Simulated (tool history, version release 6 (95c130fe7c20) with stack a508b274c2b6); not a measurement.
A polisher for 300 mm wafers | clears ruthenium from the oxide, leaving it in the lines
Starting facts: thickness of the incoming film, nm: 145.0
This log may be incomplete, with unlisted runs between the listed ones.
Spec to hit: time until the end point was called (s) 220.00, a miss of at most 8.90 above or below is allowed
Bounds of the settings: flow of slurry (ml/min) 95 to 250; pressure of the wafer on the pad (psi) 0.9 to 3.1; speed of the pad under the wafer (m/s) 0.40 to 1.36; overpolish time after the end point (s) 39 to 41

run	hour	flow of slurry (ml/min)	pressure of the wafer on the pad (psi)	speed of the pad under the wafer (m/s)	overpolish time after the end point (s)	time until the end point was called (s)
1	0.0	160	2.0	0.88	39	128.37
2	7.1	160	2.0	0.76	39	146.57
3	8.4	160	1.6	0.76	39	184.61
4	11.8	160	1.5	0.76	39	197.35
5	16.0	160	1.5	0.94	39	165.66
6	20.0	130	1.5	0.94	39	171.79
7	26.7	130	1.4	0.94	39	186.41
8	35.0	125	1.4	0.94	39	185.69
9	43.7	120	1.3	0.94	39	199.64
10	48.2	110	1.1	0.94	39	237.68
11	55.2	115	1.1	0.94	39	231.04
12	59.3	125	1.1	0.94	39	234.49

Exercise: of the 5 proposed moves below, exactly one satisfies all targets within the stated allowed misses. Which move is it?
A	63.4	95	1.1	1.08	39	?
B	63.4	95	1.1	0.86	41	?
C	63.4	155	1.2	0.80	41	?
D	63.4	145	1.3	0.68	39	?
E	63.4	150	1.2	0.78	39	?

move	time until the end point was called (s)
A	217.25
B	264.71
C	235.15
D	252.27
E	241.51
A: hits every target within its allowed miss
B: lands further from the targets than the last run did
C: about as far from the targets as the last run
D: lands further from the targets than the last run did
E: lands further from the targets than the last run did
Correct choice: A, which meets every target

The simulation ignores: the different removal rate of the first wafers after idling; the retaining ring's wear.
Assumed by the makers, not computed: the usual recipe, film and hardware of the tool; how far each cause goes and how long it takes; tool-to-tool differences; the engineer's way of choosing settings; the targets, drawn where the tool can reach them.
